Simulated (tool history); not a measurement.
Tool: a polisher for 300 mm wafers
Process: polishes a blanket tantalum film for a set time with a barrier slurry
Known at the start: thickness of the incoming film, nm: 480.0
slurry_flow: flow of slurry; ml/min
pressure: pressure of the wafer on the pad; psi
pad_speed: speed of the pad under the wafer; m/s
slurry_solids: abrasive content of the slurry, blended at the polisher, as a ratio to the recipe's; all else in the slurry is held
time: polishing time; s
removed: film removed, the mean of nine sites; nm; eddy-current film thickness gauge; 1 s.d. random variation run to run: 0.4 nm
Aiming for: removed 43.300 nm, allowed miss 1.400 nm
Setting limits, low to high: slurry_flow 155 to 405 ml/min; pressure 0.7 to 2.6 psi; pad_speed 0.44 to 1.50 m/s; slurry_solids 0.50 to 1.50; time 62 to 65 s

Run 1, hour 0.0: slurry_flow 260 ml/min, pressure 1.6 psi, pad_speed 0.96 m/s, slurry_solids 1.00, time 62 s. Result: removed 74.259 nm.
Run 2, hour 7.1: slurry_flow 305 ml/min, pressure 1.6 psi, pad_speed 0.96 m/s, slurry_solids 1.00, time 62 s. Result: removed 74.681 nm.
Run 3, hour 11.6: slurry_flow 305 ml/min, pressure 1.6 psi, pad_speed 1.06 m/s, slurry_solids 1.00, time 62 s. Result: removed 82.511 nm.
Run 4, hour 17.7: slurry_flow 305 ml/min, pressure 1.3 psi, pad_speed 1.04 m/s, slurry_solids 1.00, time 62 s. Result: removed 69.517 nm.
Run 5, hour 21.5: slurry_flow 305 ml/min, pressure 1.3 psi, pad_speed 1.22 m/s, slurry_solids 1.00, time 62 s. Result: removed 81.527 nm.
Run 6, hour 24.7: slurry_flow 305 ml/min, pressure 1.1 psi, pad_speed 1.12 m/s, slurry_solids 1.00, time 62 s. Result: removed 66.444 nm.
Run 7, hour 32.9: slurry_flow 305 ml/min, pressure 1.0 psi, pad_speed 1.06 m/s, slurry_solids 1.00, time 62 s. Result: removed 59.079 nm.
Run 8, hour 41.8: slurry_flow 305 ml/min, pressure 0.9 psi, pad_speed 1.02 m/s, slurry_solids 1.00, time 62 s. Result: removed 52.003 nm.
Run 9, hour 49.2: slurry_flow 305 ml/min, pressure 0.8 psi, pad_speed 1.00 m/s, slurry_solids 1.00, time 62 s. Result: removed 47.159 nm.

4 next moves are on the table. One of them brings every result within its allowed miss. Which?
Run A, hour 56.6: slurry_flow 260 ml/min, pressure 0.8 psi, pad_speed 0.94 m/s, slurry_solids 1.05, time 65 s. Result: removed ?.
Run B, hour 56.6: slurry_flow 295 ml/min, pressure 0.7 psi, pad_speed 0.96 m/s, slurry_solids 1.05, time 64 s. Result: removed ?.
Run C, hour 56.6: slurry_flow 255 ml/min, pressure 0.8 psi, pad_speed 1.06 m/s, slurry_solids 1.20, time 64 s. Result: removed ?.
Run D, hour 56.6: slurry_flow 260 ml/min, pressure 0.8 psi, pad_speed 0.98 m/s, slurry_solids 1.00, time 62 s. Result: removed ?.

move  removed
   A   46.919
   B   43.781
   C   53.836
   D   45.900
A: an improvement on the last run, though not all results are within tolerance
B: every result lands within tolerance
C: its largest miss is bigger than the last run's
D: an improvement on the last run, though not all results are within tolerance
Correct choice: B, which meets every target
